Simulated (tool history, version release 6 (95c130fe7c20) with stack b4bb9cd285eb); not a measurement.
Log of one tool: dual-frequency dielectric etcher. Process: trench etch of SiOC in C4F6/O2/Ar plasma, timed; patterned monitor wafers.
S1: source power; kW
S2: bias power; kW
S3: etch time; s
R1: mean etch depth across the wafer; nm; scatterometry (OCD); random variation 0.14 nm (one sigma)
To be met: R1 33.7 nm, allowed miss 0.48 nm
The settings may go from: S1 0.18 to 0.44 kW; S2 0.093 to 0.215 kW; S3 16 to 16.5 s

run  hour    S1     S2    S3      R1
  1     0  0.31  0.154    16  27.886
  2   8.9  0.34  0.158    16  29.839
  3  17.6  0.36  0.159    16  30.886
  4  18.6  0.36  0.159  16.5  31.816
  5  20.8  0.37  0.159  16.5  32.487
  6  24.5  0.37  0.146  16.5  31.285
  7  25.5  0.38  0.146  16.5  31.685
  8  32.3  0.39  0.146  16.5  31.974
  9  37.3   0.4  0.146  16.5  32.752
 10  41.8  0.41  0.146  16.5   32.99

Which of these 4 next moves meets every target?
  A  46.3   0.4  0.146  16.5   ?
  B  46.3  0.41  0.154  16.5   ?
  C  46.3  0.41  0.141  16.5   ?
  D  46.3  0.39  0.182  16.5   ?

move      R1
   A  32.608
   B  33.724
   C  32.629
   D  34.946
A: further off than the last run
B: meets every target
C: further off than the last run
D: takes the result that was furthest off past its target
Answer: B
